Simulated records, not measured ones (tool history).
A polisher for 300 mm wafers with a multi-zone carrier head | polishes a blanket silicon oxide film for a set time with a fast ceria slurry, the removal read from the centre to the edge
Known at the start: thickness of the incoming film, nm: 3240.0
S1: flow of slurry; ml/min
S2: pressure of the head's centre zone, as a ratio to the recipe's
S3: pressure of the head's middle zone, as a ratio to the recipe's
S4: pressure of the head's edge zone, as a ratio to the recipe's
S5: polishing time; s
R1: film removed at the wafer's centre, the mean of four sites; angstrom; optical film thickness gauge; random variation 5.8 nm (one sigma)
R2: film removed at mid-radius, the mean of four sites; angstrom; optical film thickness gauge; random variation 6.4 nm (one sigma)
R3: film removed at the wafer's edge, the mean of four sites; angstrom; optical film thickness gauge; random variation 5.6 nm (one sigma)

Run 1, hour 0: S1 310 ml/min, S2 1, S3 1, S4 1, S5 32 s. Result: R1 5968.9 angstrom, R2 6087.5 angstrom, R3 6539.6 angstrom.
Run 2, hour 6.5: S1 310 ml/min, S2 1, S3 1, S4 1, S5 40 s. Result: R1 7495.7 angstrom, R2 7873.7 angstrom, R3 8189.3 angstrom.
Run 3, hour 8.8: S1 310 ml/min, S2 1, S3 1, S4 1.05, S5 40 s. Result: R1 7635.9 angstrom, R2 7766.1 angstrom, R3 8356.1 angstrom.
Run 4, hour 14.6: S1 300 ml/min, S2 0.98, S3 0.99, S4 1.04, S5 40 s. Result: R1 7304.5 angstrom, R2 7758.1 angstrom, R3 8205.5 angstrom.
Run 5, hour 19.4: S1 290 ml/min, S2 0.97, S3 0.98, S4 1.04, S5 40 s. Result: R1 7190.4 angstrom, R2 7756 angstrom, R3 8317 angstrom.
Run 6, hour 23.2: S1 285 ml/min, S2 0.96, S3 0.97, S4 1.03, S5 40 s. Result: R1 7209.1 angstrom, R2 7540.9 angstrom, R3 8272.4 angstrom.
Run 7, hour 27.9: S1 280 ml/min, S2 0.94, S3 0.97, S4 1.02, S5 40 s. Result: R1 6888.3 angstrom, R2 7502 angstrom, R3 8222.4 angstrom.
At hour 36.6: centre zone pressure recalibrated.
Run 8, hour 36.6: S1 275 ml/min, S2 0.93, S3 0.97, S4 1.01, S5 40 s. Result: R1 7264.8 angstrom, R2 7536.8 angstrom, R3 8103.6 angstrom.

Run 9 comes next. What will it give?
Run 9, hour 44.6: S1 280 ml/min, S2 0.91, S3 0.98, S4 1.03, S5 40 s. Result: R1 ?, R2 ?, R3 ?.

R1: 7185.2 angstrom
R2: 7563.9 angstrom
R3: 8297.2 angstrom

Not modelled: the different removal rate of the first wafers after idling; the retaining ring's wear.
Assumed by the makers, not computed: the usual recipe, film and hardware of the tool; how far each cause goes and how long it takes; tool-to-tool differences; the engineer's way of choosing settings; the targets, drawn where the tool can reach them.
